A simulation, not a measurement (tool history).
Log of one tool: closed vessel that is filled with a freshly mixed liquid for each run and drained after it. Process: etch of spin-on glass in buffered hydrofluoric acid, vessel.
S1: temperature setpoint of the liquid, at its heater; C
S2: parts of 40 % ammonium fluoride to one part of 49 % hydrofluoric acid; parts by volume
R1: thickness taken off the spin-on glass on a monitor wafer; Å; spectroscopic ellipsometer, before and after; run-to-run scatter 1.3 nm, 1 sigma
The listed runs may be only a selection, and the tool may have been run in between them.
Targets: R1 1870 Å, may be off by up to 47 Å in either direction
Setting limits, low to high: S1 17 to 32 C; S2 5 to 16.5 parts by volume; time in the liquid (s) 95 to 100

Run 1, hour 0: S1 24 C, S2 10 parts by volume, time in the liquid (s) 95. Result: R1 2596.1 Å.
Run 2, hour 6.7: S1 26 C, S2 10 parts by volume, time in the liquid (s) 95. Result: R1 2870.6 Å.
Run 3, hour 11.6: S1 26 C, S2 7.5 parts by volume, time in the liquid (s) 95. Result: R1 3726.3 Å.
Run 4, hour 14.4: S1 26 C, S2 5 parts by volume, time in the liquid (s) 95. Result: R1 5441.8 Å.
Run 5, hour 19.4: S1 26 C, S2 5 parts by volume, time in the liquid (s) 95. Result: R1 5389.9 Å.
Run 6, hour 25.9: S1 23.5 C, S2 6.5 parts by volume, time in the liquid (s) 95. Result: R1 3801.6 Å.
Run 7, hour 31.1: S1 21.5 C, S2 7.5 parts by volume, time in the liquid (s) 95. Result: R1 2925.8 Å.
Run 8, hour 32.7: S1 20 C, S2 8 parts by volume, time in the liquid (s) 95. Result: R1 2539.6 Å.
Run 9, hour 36.7: S1 19 C, S2 8.5 parts by volume, time in the liquid (s) 95. Result: R1 2231.4 Å.
Run 10, hour 45.8: S1 18.5 C, S2 8.5 parts by volume, time in the liquid (s) 95. Result: R1 2167.2 Å.
Run 11, hour 54.9: S1 18 C, S2 8.5 parts by volume, time in the liquid (s) 95. Result: R1 2112.8 Å.
Run 12, hour 60.2: S1 17.5 C, S2 8.5 parts by volume, time in the liquid (s) 95. Result: R1 2045 Å.
Run 13, hour 69.3: S1 17.5 C, S2 8.5 parts by volume, time in the liquid (s) 95. Result: R1 2040 Å.
Run 14, hour 75.1: S1 17.5 C, S2 8.5 parts by volume, time in the liquid (s) 95. Result: R1 2035.6 Å.
Run 15, hour 83.3: S1 17 C, S2 9.5 parts by volume, time in the liquid (s) 95. Result: R1 1796.1 Å.

Which single option among these 4 for the next run brings every result within its allowed miss of target? Just one does.
Run A, hour 91.5: S1 19.5 C, S2 12 parts by volume, time in the liquid (s) 100. Result: R1 ?.
Run B, hour 91.5: S1 17 C, S2 8.5 parts by volume, time in the liquid (s) 95. Result: R1 ?.
Run C, hour 91.5: S1 17.5 C, S2 9.5 parts by volume, time in the liquid (s) 95. Result: R1 ?.
Run D, hour 91.5: S1 18.5 C, S2 11.5 parts by volume, time in the liquid (s) 100. Result: R1 ?.

move      R1
   A  1782.6
   B  1996.9
   C  1866.3
   D  1756.5
A: moves away from the targets compared with the last run
B: carries the result that was furthest off beyond its target, to the other side
C: each result inside its tolerance
D: moves away from the targets compared with the last run
C is the move that brings every result within its allowed miss.
